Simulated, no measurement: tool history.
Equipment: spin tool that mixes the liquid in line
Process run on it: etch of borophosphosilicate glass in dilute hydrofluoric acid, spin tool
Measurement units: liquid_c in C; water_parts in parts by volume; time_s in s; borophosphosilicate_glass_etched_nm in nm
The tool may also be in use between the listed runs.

| run | day | liquid_c | water_parts | time_s | borophosphosilicate_glass_etched_nm |
|---|---|---|---|---|---|
| 1 | 0 | 24 | 210 | 70 | 14.964 |
| 2 | 0.242 | 23 | 210 | 70 | 14.246 |
| 3 | 0.375 | 22.5 | 210 | 70 | 14.019 |
| 4 | 0.712 | 22 | 210 | 70 | 13.708 |
| 5 | 0.788 | 22 | 170 | 70 | 17.642 |
| 6 | 1.004 | 22 | 170 | 75 | 18.943 |
| 7 | 1.225 | 21 | 180 | 75 | 17.072 |

For run 8, what comes out?
| 8 | 1.554 | 17 | 210 | 75 | ? |

{"run 8": {"borophosphosilicate_glass_etched_nm": 12.1}}
